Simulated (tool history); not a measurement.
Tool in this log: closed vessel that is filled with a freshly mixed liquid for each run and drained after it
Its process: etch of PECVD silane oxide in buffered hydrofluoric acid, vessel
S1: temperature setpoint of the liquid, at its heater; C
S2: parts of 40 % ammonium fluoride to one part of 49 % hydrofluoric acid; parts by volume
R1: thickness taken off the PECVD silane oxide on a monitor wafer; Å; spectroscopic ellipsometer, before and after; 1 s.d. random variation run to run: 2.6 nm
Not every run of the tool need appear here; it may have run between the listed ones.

{"run": 1, "hour": 0.0, "S1": 22.0, "S2": 12, "time in the liquid (s)": 105, "R1": 3668.5}
{"run": 2, "hour": 1.5, "S1": 22.0, "S2": 12, "time in the liquid (s)": 105, "R1": 3649.4}
{"run": 3, "hour": 7.5, "S1": 21.0, "S2": 12, "time in the liquid (s)": 105, "R1": 3398.7}
{"run": 4, "hour": 12.4, "S1": 20.5, "S2": 12, "time in the liquid (s)": 105, "R1": 3273.1}
{"run": 5, "hour": 12.9, "S1": 20.5, "S2": 12, "time in the liquid (s)": 105, "R1": 3309.8}
{"run": 6, "hour": 20.1, "S1": 20.0, "S2": 12, "time in the liquid (s)": 105, "R1": 3225.1}
{"run": 7, "hour": 23.5, "S1": 19.5, "S2": 12, "time in the liquid (s)": 105, "R1": 3110.7}
{"run": 8, "hour": 28.5, "S1": 19.0, "S2": 12, "time in the liquid (s)": 105, "R1": 3024.4}
{"run": 9, "hour": 33.7, "S1": 18.5, "S2": 12, "time in the liquid (s)": 105, "R1": 2936.4}

Forecast run 10:
{"run": 10, "hour": 42.1, "S1": 18.0, "S2": 12, "time in the liquid (s)": 105, "R1": "?"}

{"run 10": {"R1": 2870.2}}
